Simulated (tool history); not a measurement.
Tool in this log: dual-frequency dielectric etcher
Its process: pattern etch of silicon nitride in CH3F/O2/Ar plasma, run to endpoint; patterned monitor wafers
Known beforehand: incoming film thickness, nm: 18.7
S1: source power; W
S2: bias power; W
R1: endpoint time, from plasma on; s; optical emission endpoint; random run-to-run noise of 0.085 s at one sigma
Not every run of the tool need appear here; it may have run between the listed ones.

| run | hour | S1 | S2 | R1 |
|---|---|---|---|---|
| 1 | 0 | 410 | 83 | 21.79 |
| 2 | 6.8 | 450 | 86 | 20.723 |
| 3 | 9.5 | 480 | 88 | 19.872 |
| 4 | 10.4 | 490 | 89 | 19.676 |
| 5 | 15.5 | 500 | 90 | 19.368 |
| 6 | 23 | 500 | 79 | 20.067 |

Run 7, settings as shown, results not yet in. Your forecast:
| 7 | 30.5 | 520 | 80 | ? |

{"run 7": {"R1": 19.827}}
